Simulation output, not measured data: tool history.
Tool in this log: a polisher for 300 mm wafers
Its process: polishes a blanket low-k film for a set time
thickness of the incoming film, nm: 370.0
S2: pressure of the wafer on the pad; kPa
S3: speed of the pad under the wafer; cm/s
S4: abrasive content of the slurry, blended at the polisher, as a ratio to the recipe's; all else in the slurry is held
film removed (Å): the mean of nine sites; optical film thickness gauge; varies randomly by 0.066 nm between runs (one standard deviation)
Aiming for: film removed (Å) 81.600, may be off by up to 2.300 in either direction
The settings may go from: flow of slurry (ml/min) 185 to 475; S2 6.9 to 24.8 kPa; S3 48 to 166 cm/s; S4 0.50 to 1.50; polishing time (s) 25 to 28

run 1 hour=0.0 | flow_of_slurry_(ml/min)=305 S2=15.9 S3=106 S4=1.00 polishing_time_(s)=28 | film_removed_(Å)=102.240
run 2 hour=3.0 | flow_of_slurry_(ml/min)=305 S2=15.2 S3=106 S4=1.00 polishing_time_(s)=28 | film_removed_(Å)=101.260
run 3 hour=8.0 | flow_of_slurry_(ml/min)=305 S2=15.2 S3=124 S4=1.00 polishing_time_(s)=28 | film_removed_(Å)=115.310
run 4 hour=11.3 | flow_of_slurry_(ml/min)=305 S2=13.8 S3=124 S4=1.00 polishing_time_(s)=28 | film_removed_(Å)=107.300
run 5 hour=14.6 | flow_of_slurry_(ml/min)=350 S2=13.8 S3=124 S4=1.00 polishing_time_(s)=28 | film_removed_(Å)=107.930
run 6 hour=22.0 | flow_of_slurry_(ml/min)=400 S2=13.8 S3=124 S4=1.00 polishing_time_(s)=28 | film_removed_(Å)=110.320
run 7 hour=24.6 | flow_of_slurry_(ml/min)=395 S2=13.1 S3=124 S4=1.00 polishing_time_(s)=28 | film_removed_(Å)=106.590
run 8 hour=32.4 | flow_of_slurry_(ml/min)=390 S2=12.4 S3=124 S4=1.00 polishing_time_(s)=28 | film_removed_(Å)=104.440
run 9 hour=41.3 | flow_of_slurry_(ml/min)=385 S2=11.0 S3=124 S4=1.00 polishing_time_(s)=28 | film_removed_(Å)=97.062
run 10 hour=44.9 | flow_of_slurry_(ml/min)=385 S2=10.3 S3=124 S4=1.00 polishing_time_(s)=28 | film_removed_(Å)=94.151

Pick the move, out of 4, that brings all results within their allowed miss; only one does.
run A hour=48.5 | flow_of_slurry_(ml/min)=335 S2=15.2 S3=122 S4=0.70 polishing_time_(s)=25 | film_removed_(Å)=?
run B hour=48.5 | flow_of_slurry_(ml/min)=415 S2=9.0 S3=102 S4=1.15 polishing_time_(s)=27 | film_removed_(Å)=?
run C hour=48.5 | flow_of_slurry_(ml/min)=345 S2=8.3 S3=128 S4=0.85 polishing_time_(s)=27 | film_removed_(Å)=?
run D hour=48.5 | flow_of_slurry_(ml/min)=370 S2=8.3 S3=140 S4=1.10 polishing_time_(s)=26 | film_removed_(Å)=?

move=A film_removed_(Å)=81.317
move=B film_removed_(Å)=77.775
move=C film_removed_(Å)=75.198
move=D film_removed_(Å)=90.178
A: in spec on every target
B: takes the biggest miss from the last run beyond its target
C: takes the biggest miss from the last run beyond its target
D: nearer the targets than the last run, but a result is still out of spec
So the answer is move A, the one that meets all the targets.
